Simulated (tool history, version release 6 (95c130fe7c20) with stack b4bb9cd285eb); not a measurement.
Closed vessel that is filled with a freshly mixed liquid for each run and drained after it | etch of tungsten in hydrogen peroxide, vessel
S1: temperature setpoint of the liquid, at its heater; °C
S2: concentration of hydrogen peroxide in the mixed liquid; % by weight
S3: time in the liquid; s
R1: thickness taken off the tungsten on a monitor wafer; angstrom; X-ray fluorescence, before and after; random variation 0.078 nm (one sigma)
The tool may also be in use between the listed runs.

Run 1, day 0.000: S1 45.0 °C, S2 18.5 % by weight, S3 35 s. Result: R1 232.80 angstrom.
Run 2, day 0.129: S1 48.5 °C, S2 18.5 % by weight, S3 35 s. Result: R1 290.90 angstrom.
Run 3, day 0.338: S1 52.5 °C, S2 18.5 % by weight, S3 35 s. Result: R1 372.01 angstrom.
Run 4, day 0.696: S1 52.5 °C, S2 22.5 % by weight, S3 35 s. Result: R1 408.33 angstrom.
Run 5, day 1.050: S1 52.5 °C, S2 26.0 % by weight, S3 35 s. Result: R1 440.99 angstrom.
Run 6, day 1.383: S1 52.5 °C, S2 26.0 % by weight, S3 35 s. Result: R1 440.84 angstrom.
Run 7, day 1.629: S1 49.5 °C, S2 26.0 % by weight, S3 35 s. Result: R1 364.31 angstrom.
Run 8, day 1.817: S1 47.0 °C, S2 26.0 % by weight, S3 35 s. Result: R1 313.49 angstrom.
Run 9, day 1.954: S1 45.0 °C, S2 26.0 % by weight, S3 35 s. Result: R1 276.60 angstrom.
Run 10, day 2.112: S1 43.5 °C, S2 26.0 % by weight, S3 35 s. Result: R1 252.17 angstrom.
Run 11, day 2.342: S1 42.5 °C, S2 26.0 % by weight, S3 35 s. Result: R1 236.34 angstrom.

Run 12 comes next. What will it give?
Run 12, day 2.525: S1 38.0 °C, S2 26.0 % by weight, S3 35 s. Result: R1 ?.

Run 12 gave R1 176.57 angstrom.

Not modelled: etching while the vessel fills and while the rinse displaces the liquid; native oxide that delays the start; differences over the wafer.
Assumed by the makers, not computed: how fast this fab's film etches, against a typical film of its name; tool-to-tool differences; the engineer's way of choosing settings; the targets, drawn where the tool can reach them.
